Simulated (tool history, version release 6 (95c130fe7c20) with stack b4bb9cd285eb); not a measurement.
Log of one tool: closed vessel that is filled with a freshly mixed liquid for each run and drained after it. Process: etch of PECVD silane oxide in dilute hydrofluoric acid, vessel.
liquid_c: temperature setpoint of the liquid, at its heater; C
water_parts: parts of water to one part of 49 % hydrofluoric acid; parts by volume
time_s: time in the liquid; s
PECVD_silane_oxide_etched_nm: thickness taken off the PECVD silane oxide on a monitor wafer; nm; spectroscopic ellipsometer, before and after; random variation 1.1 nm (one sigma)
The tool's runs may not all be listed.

run,hour,liquid_c,water_parts,time_s,PECVD_silane_oxide_etched_nm
1,0.0,22.0,70,135,95.065
2,5.4,22.0,70,145,99.894
3,11.8,23.5,70,145,110.460
4,14.1,24.5,70,145,113.160
5,23.2,25.5,70,145,115.830
6,30.4,25.5,60,145,139.110
7,32.7,25.5,60,145,135.220
8,41.5,25.0,60,145,135.620

Forecast run 9:
9,42.7,24.5,60,145,?

{"run 9": {"PECVD_silane_oxide_etched_nm": 130.16}}

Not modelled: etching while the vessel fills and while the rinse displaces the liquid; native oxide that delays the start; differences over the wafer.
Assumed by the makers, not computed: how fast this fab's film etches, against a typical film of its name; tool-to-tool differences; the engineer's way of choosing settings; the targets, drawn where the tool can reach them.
